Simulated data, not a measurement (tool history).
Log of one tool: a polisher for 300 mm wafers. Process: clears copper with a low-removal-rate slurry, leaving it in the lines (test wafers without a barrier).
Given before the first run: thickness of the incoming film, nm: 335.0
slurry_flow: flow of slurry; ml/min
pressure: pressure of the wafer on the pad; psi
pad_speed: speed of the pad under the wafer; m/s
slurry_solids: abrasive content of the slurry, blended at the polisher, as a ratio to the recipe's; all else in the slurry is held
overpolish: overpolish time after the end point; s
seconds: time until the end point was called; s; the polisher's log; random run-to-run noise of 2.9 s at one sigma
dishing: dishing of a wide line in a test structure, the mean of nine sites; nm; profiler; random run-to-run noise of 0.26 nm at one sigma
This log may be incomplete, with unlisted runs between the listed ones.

Run 1, hour 0.0: slurry_flow 165 ml/min, pressure 2.5 psi, pad_speed 1.06 m/s, slurry_solids 1.00, overpolish 29 s. Result: seconds 131.17 s, dishing 27.239 nm.
Run 2, hour 5.4: slurry_flow 165 ml/min, pressure 1.9 psi, pad_speed 1.06 m/s, slurry_solids 1.00, overpolish 29 s. Result: seconds 172.05 s, dishing 24.083 nm.
Run 3, hour 7.7: slurry_flow 165 ml/min, pressure 1.7 psi, pad_speed 1.14 m/s, slurry_solids 1.00, overpolish 23 s. Result: seconds 176.97 s, dishing 21.899 nm.
Run 4, hour 10.4: slurry_flow 160 ml/min, pressure 1.5 psi, pad_speed 1.22 m/s, slurry_solids 1.00, overpolish 19 s. Result: seconds 183.37 s, dishing 18.981 nm.
Run 5, hour 18.8: slurry_flow 160 ml/min, pressure 1.5 psi, pad_speed 1.22 m/s, slurry_solids 1.00, overpolish 26 s. Result: seconds 187.26 s, dishing 22.448 nm.
Run 6, hour 22.5: slurry_flow 160 ml/min, pressure 1.5 psi, pad_speed 1.22 m/s, slurry_solids 1.00, overpolish 22 s. Result: seconds 186.77 s, dishing 20.350 nm.
Run 7, hour 27.6: slurry_flow 160 ml/min, pressure 1.5 psi, pad_speed 1.22 m/s, slurry_solids 1.00, overpolish 22 s. Result: seconds 187.21 s, dishing 20.906 nm.
Run 8, hour 33.3: slurry_flow 165 ml/min, pressure 1.1 psi, pad_speed 1.42 m/s, slurry_solids 1.05, overpolish 9 s. Result: seconds 218.34 s, dishing 10.511 nm.
Run 9, hour 34.8: slurry_flow 160 ml/min, pressure 1.3 psi, pad_speed 1.34 m/s, slurry_solids 1.00, overpolish 10 s. Result: seconds 194.61 s, dishing 12.514 nm.
Run 10, hour 41.9: slurry_flow 160 ml/min, pressure 1.3 psi, pad_speed 1.34 m/s, slurry_solids 1.00, overpolish 10 s. Result: seconds 200.19 s, dishing 11.989 nm.
Run 11, hour 51.0: slurry_flow 160 ml/min, pressure 1.6 psi, pad_speed 1.32 m/s, slurry_solids 1.00, overpolish 24 s. Result: seconds 164.42 s, dishing 22.922 nm.
Run 12, hour 51.7: slurry_flow 160 ml/min, pressure 1.1 psi, pad_speed 1.44 m/s, slurry_solids 1.00, overpolish 17 s. Result: seconds 223.79 s, dishing 15.783 nm.
Run 13, hour 52.4: slurry_flow 160 ml/min, pressure 1.2 psi, pad_speed 1.44 m/s, slurry_solids 1.00, overpolish 17 s. Result: seconds 201.41 s, dishing 16.999 nm.
Run 14, hour 56.6: slurry_flow 160 ml/min, pressure 1.2 psi, pad_speed 1.44 m/s, slurry_solids 1.00, overpolish 17 s. Result: seconds 205.43 s, dishing 16.960 nm.
Run 15, hour 65.4: slurry_flow 160 ml/min, pressure 1.3 psi, pad_speed 1.44 m/s, slurry_solids 1.00, overpolish 17 s. Result: seconds 191.23 s, dishing 17.740 nm.

Forecast run 16:
Run 16, hour 68.7: slurry_flow 165 ml/min, pressure 1.3 psi, pad_speed 1.42 m/s, slurry_solids 1.00, overpolish 17 s. Result: seconds ?, dishing ?.

Run 16 produced seconds 185.18 s, dishing 17.639 nm.
